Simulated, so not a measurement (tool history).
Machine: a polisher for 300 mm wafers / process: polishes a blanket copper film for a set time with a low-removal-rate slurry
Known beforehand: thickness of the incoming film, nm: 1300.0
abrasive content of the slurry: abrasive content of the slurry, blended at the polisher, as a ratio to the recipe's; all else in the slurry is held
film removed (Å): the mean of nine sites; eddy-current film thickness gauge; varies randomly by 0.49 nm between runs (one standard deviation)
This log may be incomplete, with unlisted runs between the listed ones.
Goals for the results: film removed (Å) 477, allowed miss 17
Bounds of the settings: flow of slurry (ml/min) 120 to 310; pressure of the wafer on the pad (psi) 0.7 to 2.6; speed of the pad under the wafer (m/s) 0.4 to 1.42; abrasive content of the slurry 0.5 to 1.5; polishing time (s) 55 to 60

run	hour	flow of slurry (ml/min)	pressure of the wafer on the pad (psi)	speed of the pad under the wafer (m/s)	abrasive content of the slurry	polishing time (s)	film removed (Å)
1	0	200	1.6	0.9	1	60	708.13
2	5.3	200	1.5	0.9	1	60	676.65
3	10.9	200	1.5	1.06	1	60	801.7
4	16.3	200	1.5	1.06	0.85	60	781.69
5	24.1	175	1.5	1.06	0.85	60	769.16
6	30.6	175	1.4	1.06	0.85	60	719.69
7	33.3	175	1.3	1.06	0.85	60	667.93
8	37.9	175	1.2	1.06	0.85	60	626.9
9	41.2	175	1.1	1.06	0.85	60	574.29
10	41.8	175	1	1.06	0.85	60	522.17

Pick the move, out of 5, that brings all results within their allowed miss; only one does.
A	42.4	120	1	0.92	1	59	?
B	42.4	190	0.7	1.26	0.8	55	?
C	42.4	195	0.9	0.92	0.9	60	?
D	42.4	165	0.8	1.16	0.9	60	?
E	42.4	180	1	1.18	0.85	60	?

move	film removed (Å)
A	448.5
B	427.01
C	433.59
D	482.07
E	594.94
A: moves the result that the last run missed by most past its target, out the other side
B: moves the result that the last run missed by most past its target, out the other side
C: moves the result that the last run missed by most past its target, out the other side
D: hits every target within its allowed miss
E: moves away from the targets compared with the last run
D is the move that brings every result within its allowed miss.
